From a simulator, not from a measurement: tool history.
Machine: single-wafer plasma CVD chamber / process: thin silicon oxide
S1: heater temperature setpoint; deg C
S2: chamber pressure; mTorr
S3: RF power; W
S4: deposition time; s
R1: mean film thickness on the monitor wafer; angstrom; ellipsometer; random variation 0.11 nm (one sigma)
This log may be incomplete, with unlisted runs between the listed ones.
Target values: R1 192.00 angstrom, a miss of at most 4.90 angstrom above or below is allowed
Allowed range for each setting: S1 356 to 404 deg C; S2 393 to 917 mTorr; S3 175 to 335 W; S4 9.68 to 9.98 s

run,day,S1,S2,S3,S4,R1
1,0.000,380,655,255,9.68,142.57
2,0.221,380,768,255,9.68,164.71
3,0.408,384,768,255,9.68,165.37
4,0.617,384,833,255,9.68,177.23
5,0.650,384,841,255,9.68,180.44
6,0.733,384,847,255,9.68,179.38
7,0.875,384,854,255,9.68,181.35
8,1.217,384,854,255,9.68,179.85
9,1.454,384,862,255,9.68,182.46
10,1.679,384,868,255,9.68,184.25
11,2.017,384,873,255,9.68,186.22
12,2.142,384,876,255,9.68,185.85
13,2.354,384,880,255,9.68,184.95
14,2.675,384,885,255,9.68,183.99

4 candidate next runs follow, results not yet known. Just one meets every target within its allowed miss. Identify it.
A,2.996,386,886,235,9.68,?
B,2.996,388,771,275,9.98,?
C,2.996,386,917,295,9.68,?
D,2.996,371,917,250,9.68,?

move,R1
A,180.10
B,175.87
C,202.59
D,191.52
A: its largest miss is bigger than the last run's
B: its largest miss is bigger than the last run's
C: carries the result that was furthest off beyond its target, to the other side
D: all results land within tolerance of their targets
Answer: D
